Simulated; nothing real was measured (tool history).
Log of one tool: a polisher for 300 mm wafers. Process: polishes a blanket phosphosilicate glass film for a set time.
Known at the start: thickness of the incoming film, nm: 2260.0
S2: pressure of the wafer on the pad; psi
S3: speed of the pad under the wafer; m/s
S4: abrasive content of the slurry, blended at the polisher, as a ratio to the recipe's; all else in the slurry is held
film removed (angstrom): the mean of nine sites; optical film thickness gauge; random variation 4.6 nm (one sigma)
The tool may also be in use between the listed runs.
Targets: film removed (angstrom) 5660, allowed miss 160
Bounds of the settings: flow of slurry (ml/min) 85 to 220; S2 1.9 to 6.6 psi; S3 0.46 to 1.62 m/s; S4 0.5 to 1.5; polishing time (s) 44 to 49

{"run": 1, "hour": 0.0, "flow of slurry (ml/min)": 140, "S2": 4.2, "S3": 1.04, "S4": 1, "polishing time (s)": 49, "film removed (angstrom)": 4778.5}
{"run": 2, "hour": 1.4, "flow of slurry (ml/min)": 145, "S2": 4.3, "S3": 1.04, "S4": 1, "polishing time (s)": 49, "film removed (angstrom)": 4876.3}
{"run": 3, "hour": 5.2, "flow of slurry (ml/min)": 150, "S2": 4.4, "S3": 1.04, "S4": 1, "polishing time (s)": 49, "film removed (angstrom)": 4956.9}
{"run": 4, "hour": 6.0, "flow of slurry (ml/min)": 120, "S2": 4.4, "S3": 1.04, "S4": 1, "polishing time (s)": 49, "film removed (angstrom)": 4727.9}
{"run": 5, "hour": 14.6, "flow of slurry (ml/min)": 130, "S2": 4.4, "S3": 1.04, "S4": 1, "polishing time (s)": 49, "film removed (angstrom)": 4803.5}
{"run": 6, "hour": 17.3, "flow of slurry (ml/min)": 100, "S2": 4.4, "S3": 1.04, "S4": 1, "polishing time (s)": 49, "film removed (angstrom)": 4526}
{"run": 7, "hour": 23.3, "flow of slurry (ml/min)": 110, "S2": 4.4, "S3": 1.04, "S4": 1, "polishing time (s)": 49, "film removed (angstrom)": 4645}
{"run": 8, "hour": 27.2, "flow of slurry (ml/min)": 120, "S2": 4.4, "S3": 1.04, "S4": 1, "polishing time (s)": 49, "film removed (angstrom)": 4729.1}
{"run": 9, "hour": 36.2, "flow of slurry (ml/min)": 160, "S2": 4.9, "S3": 1.04, "S4": 1, "polishing time (s)": 49, "film removed (angstrom)": 5450.8}

Which of these 4 next moves meets every target?
{"run": "A", "hour": 45.2, "flow of slurry (ml/min)": 190, "S2": 4.3, "S3": 1.04, "S4": 1.15, "polishing time (s)": 47, "film removed (angstrom)": "?"}
{"run": "B", "hour": 45.2, "flow of slurry (ml/min)": 175, "S2": 5.1, "S3": 1.1, "S4": 0.9, "polishing time (s)": 45, "film removed (angstrom)": "?"}
{"run": "C", "hour": 45.2, "flow of slurry (ml/min)": 185, "S2": 3.4, "S3": 1.3, "S4": 1.2, "polishing time (s)": 45, "film removed (angstrom)": "?"}
{"run": "D", "hour": 45.2, "flow of slurry (ml/min)": 165, "S2": 6, "S3": 0.94, "S4": 1.15, "polishing time (s)": 45, "film removed (angstrom)": "?"}

move=A film_removed_(angstrom)=5229.5
move=B film_removed_(angstrom)=5117.3
move=C film_removed_(angstrom)=5303.9
move=D film_removed_(angstrom)=5599.4
A: further off than the last run
B: further off than the last run
C: further off than the last run
D: meets every target
The right move is D.

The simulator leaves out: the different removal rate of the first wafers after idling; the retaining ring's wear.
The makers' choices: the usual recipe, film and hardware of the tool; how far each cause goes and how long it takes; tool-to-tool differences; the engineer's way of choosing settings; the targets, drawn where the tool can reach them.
